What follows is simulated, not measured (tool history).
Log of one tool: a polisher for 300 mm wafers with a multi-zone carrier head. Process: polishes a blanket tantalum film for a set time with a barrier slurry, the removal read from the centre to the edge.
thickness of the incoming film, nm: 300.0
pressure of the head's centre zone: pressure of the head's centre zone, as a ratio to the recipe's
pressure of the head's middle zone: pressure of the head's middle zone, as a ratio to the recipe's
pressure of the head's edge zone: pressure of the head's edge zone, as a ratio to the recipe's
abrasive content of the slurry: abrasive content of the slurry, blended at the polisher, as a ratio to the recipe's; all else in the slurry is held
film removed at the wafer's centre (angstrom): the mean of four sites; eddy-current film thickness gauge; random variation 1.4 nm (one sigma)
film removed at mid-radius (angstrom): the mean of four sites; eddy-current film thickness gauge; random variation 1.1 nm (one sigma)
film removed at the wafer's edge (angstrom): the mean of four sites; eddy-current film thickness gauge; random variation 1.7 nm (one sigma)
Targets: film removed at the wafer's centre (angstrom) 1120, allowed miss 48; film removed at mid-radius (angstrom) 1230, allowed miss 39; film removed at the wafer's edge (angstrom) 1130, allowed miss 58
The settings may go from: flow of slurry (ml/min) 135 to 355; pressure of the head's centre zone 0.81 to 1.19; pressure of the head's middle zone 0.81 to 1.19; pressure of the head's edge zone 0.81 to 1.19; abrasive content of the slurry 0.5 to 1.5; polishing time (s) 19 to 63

run	day	flow of slurry (ml/min)	pressure of the head's centre zone	pressure of the head's middle zone	pressure of the head's edge zone	abrasive content of the slurry	polishing time (s)	film removed at the wafer's centre (angstrom)	film removed at mid-radius (angstrom)	film removed at the wafer's edge (angstrom)
1	0	225	1	1	1	1	41	827.95	830.19	809.2
2	0.142	235	1.01	1.04	1.04	1.15	42	890.67	886.17	860.18
3	0.479	200	1.01	1.04	1.04	1.15	42	855.06	877.09	869.89
4	0.771	200	1.01	1.07	1.04	1.25	45	913.15	983.39	934.9
5	0.829	210	1.02	1.09	1.06	1.35	47	1008.8	1074.1	1038.1
6	0.971	240	1.02	1.09	1.06	1.35	47	1040.7	1082.4	1031.6
7	1.162	245	1.02	1.11	1.07	1.4	47	1034.5	1102.1	1052.1
8	1.217	250	1.03	1.13	1.07	1.45	48	1074.2	1144.2	1097.5
9	1.458	255	1.03	1.15	1.06	1.45	48	1106.9	1163	1089

4 next moves are on the table. One of them brings every result within its allowed miss. Which?
A	1.7	200	0.88	1.19	1.02	1.4	53	?	?	?
B	1.7	230	0.89	0.89	1.19	1.4	56	?	?	?
C	1.7	275	1	1.19	0.99	1.45	47	?	?	?
D	1.7	280	0.99	1.15	1.08	1.35	50	?	?	?

move	film removed at the wafer's centre (angstrom)	film removed at mid-radius (angstrom)	film removed at the wafer's edge (angstrom)
A	1035.3	1297.3	1151.4
B	1125.3	1094	1327.1
C	1052.1	1208.7	1048.5
D	1099.3	1234.2	1144.1
A: takes the result that was furthest off past its target
B: further off than the last run
C: brings the result that was furthest off to its target, and leaves another outside
D: meets every target
The right move is D.

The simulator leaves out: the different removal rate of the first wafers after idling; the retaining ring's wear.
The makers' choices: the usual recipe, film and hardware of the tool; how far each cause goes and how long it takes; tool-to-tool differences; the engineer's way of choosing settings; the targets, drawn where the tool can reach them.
